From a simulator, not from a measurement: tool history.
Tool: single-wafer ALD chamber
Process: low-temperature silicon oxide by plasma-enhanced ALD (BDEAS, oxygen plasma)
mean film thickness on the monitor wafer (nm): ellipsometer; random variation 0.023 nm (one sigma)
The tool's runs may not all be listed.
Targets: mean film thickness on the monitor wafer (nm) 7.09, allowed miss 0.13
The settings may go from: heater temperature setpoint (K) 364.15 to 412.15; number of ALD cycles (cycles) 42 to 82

run	hour	heater temperature setpoint (K)	number of ALD cycles (cycles)	mean film thickness on the monitor wafer (nm)
1	0	388.15	62	8.4264
2	5.3	389.15	59	7.9911
3	7.8	390.15	57	7.695
4	12.7	392.15	56	7.4978
5	17.9	395.15	55	7.3636
# hour 22.6: thermocouple changed; heater temperature recalibrated
6	22.6	395.15	61	8.2332
7	27.3	395.15	59	7.9725
8	28.4	395.15	57	7.758
9	37	395.15	55	7.4512
10	40.5	395.15	54	7.3059

Which of these 5 next moves meets every target?
A	44	396.15	50	?
B	44	396.15	51	?
C	44	393.15	55	?
D	44	404.15	53	?
E	44	384.15	53	?

move	mean film thickness on the monitor wafer (nm)
A	6.7653
B	6.9006
C	7.4872
D	7.0545
E	7.3462
A: takes the result that was furthest off past its target
B: takes the result that was furthest off past its target
C: further off than the last run
D: meets every target
E: further off than the last run
Move D is the one to make.

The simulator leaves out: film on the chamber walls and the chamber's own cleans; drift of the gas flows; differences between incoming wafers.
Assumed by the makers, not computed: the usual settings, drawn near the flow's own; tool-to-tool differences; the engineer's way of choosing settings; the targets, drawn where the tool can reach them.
